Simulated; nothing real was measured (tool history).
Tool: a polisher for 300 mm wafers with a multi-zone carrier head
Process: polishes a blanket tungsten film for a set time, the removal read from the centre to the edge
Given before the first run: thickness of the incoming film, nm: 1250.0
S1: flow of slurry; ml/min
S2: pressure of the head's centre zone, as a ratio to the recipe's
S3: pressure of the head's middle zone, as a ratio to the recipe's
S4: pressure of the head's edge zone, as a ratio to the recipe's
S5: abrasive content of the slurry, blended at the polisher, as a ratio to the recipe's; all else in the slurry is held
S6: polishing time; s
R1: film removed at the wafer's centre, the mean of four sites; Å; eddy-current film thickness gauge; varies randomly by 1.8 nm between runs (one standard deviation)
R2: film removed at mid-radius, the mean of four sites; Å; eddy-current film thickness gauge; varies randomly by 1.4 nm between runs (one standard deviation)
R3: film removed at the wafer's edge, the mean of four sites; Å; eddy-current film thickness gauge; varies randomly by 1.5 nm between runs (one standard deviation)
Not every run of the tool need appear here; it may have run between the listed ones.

run	day	S1	S2	S3	S4	S5	S6	R1	R2	R3
1	0.000	295	1.00	1.00	1.00	1.00	60	2399.3	2386.0	2383.8
2	0.200	350	1.00	1.00	1.00	1.00	60	2425.0	2438.2	2396.1
3	0.412	295	1.00	1.00	1.00	1.00	60	2416.5	2410.1	2408.5
4	0.546	295	1.00	1.00	1.00	1.15	60	2510.6	2482.4	2462.3
5	0.604	240	1.00	1.00	1.00	1.15	60	2432.3	2421.5	2437.0
6	0.642	235	0.98	0.96	0.99	1.05	60	2355.1	2259.8	2340.8
7	0.896	230	0.95	0.94	1.00	0.95	60	2230.3	2193.8	2304.9
8	1.038	225	0.93	0.91	1.01	0.85	60	2151.1	2043.7	2244.3

What will run 9 give?
9	1.271	225	0.93	0.91	1.01	0.85	60	?	?	?

R1: 2165.9 Å
R2: 2104.0 Å
R3: 2266.4 Å
